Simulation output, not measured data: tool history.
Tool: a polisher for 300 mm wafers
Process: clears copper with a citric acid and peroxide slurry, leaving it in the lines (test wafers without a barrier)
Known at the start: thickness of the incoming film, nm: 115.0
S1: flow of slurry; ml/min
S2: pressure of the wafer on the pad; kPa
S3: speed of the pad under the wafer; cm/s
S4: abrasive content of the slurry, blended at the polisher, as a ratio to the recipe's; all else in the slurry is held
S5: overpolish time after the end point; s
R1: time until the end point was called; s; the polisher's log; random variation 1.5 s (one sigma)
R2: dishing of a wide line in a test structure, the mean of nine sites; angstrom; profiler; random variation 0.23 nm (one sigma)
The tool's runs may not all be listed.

Run 1, day 0.000: S1 300 ml/min, S2 15.2 kPa, S3 88 cm/s, S4 1.0, S5 25 s. Result: R1 74.134 s, R2 260.04 angstrom.
Run 2, day 0.104: S1 355 ml/min, S2 15.2 kPa, S3 88 cm/s, S4 1.0, S5 25 s. Result: R1 72.478 s, R2 258.21 angstrom.
Run 3, day 0.212: S1 355 ml/min, S2 14.5 kPa, S3 88 cm/s, S4 1.0, S5 24 s. Result: R1 76.634 s, R2 239.96 angstrom.
Run 4, day 0.254: S1 355 ml/min, S2 14.5 kPa, S3 88 cm/s, S4 0.8, S5 24 s. Result: R1 82.299 s, R2 232.56 angstrom.
Run 5, day 0.454: S1 355 ml/min, S2 13.8 kPa, S3 88 cm/s, S4 0.8, S5 23 s. Result: R1 82.613 s, R2 214.56 angstrom.
Run 6, day 0.812: S1 355 ml/min, S2 13.1 kPa, S3 88 cm/s, S4 0.8, S5 22 s. Result: R1 87.966 s, R2 202.51 angstrom.

Run 7 comes next. What will it give?
Run 7, day 0.946: S1 355 ml/min, S2 13.1 kPa, S3 88 cm/s, S4 0.8, S5 21 s. Result: R1 ?, R2 ?.

Run 7 gave R1 85.063 s, R2 192.23 angstrom.
